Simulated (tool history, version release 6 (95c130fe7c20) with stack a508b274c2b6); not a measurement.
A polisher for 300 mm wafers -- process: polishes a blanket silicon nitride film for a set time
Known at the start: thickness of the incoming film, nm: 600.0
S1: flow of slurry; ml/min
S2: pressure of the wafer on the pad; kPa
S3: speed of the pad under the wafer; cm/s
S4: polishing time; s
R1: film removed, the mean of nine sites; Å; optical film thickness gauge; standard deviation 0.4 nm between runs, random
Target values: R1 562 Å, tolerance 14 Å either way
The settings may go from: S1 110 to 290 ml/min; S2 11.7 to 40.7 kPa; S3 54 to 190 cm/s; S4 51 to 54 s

| run | hour | S1 | S2 | S3 | S4 | R1 |
|---|---|---|---|---|---|---|
| 1 | 0 | 185 | 26.2 | 122 | 51 | 1184.4 |
| 2 | 1.6 | 185 | 26.2 | 142 | 51 | 1288.1 |
| 3 | 10 | 185 | 26.2 | 142 | 54 | 1366.9 |
| 4 | 17.8 | 185 | 31.7 | 142 | 54 | 1591.5 |
| 5 | 21.8 | 185 | 29 | 142 | 54 | 1439.9 |
| 6 | 27.2 | 185 | 29 | 142 | 51 | 1365.1 |
| 7 | 30.7 | 175 | 26.9 | 132 | 51 | 1242.5 |
| 8 | 39.6 | 175 | 26.9 | 132 | 51 | 1258.9 |
| 9 | 42.4 | 185 | 25.5 | 124 | 51 | 1158.1 |
| 10 | 48.5 | 175 | 24.1 | 116 | 51 | 1067.2 |
| 11 | 52.2 | 175 | 22.8 | 110 | 51 | 975.03 |
| 12 | 56.3 | 170 | 21.4 | 106 | 51 | 914.24 |
| 13 | 61.9 | 155 | 14.5 | 78 | 51 | 580.99 |
| 14 | 68.3 | 145 | 14.5 | 78 | 51 | 578.21 |
| 15 | 75.3 | 135 | 14.5 | 78 | 51 | 577.03 |

5 candidate next runs follow, results not yet known. Just one meets every target within its allowed miss. Identify it.
| A | 82.3 | 180 | 11.7 | 98 | 51 | ? |
| B | 82.3 | 130 | 19.3 | 54 | 51 | ? |
| C | 82.3 | 140 | 15.2 | 66 | 54 | ? |
| D | 82.3 | 110 | 11.7 | 98 | 52 | ? |
| E | 82.3 | 165 | 15.9 | 66 | 52 | ? |

| move | R1 |
|---|---|
| A | 594 |
| B | 588.15 |
| C | 584.5 |
| D | 559.55 |
| E | 594.25 |
A: moves away from the targets compared with the last run
B: moves away from the targets compared with the last run
C: moves away from the targets compared with the last run
D: each result inside its tolerance
E: moves away from the targets compared with the last run
The right move is D.
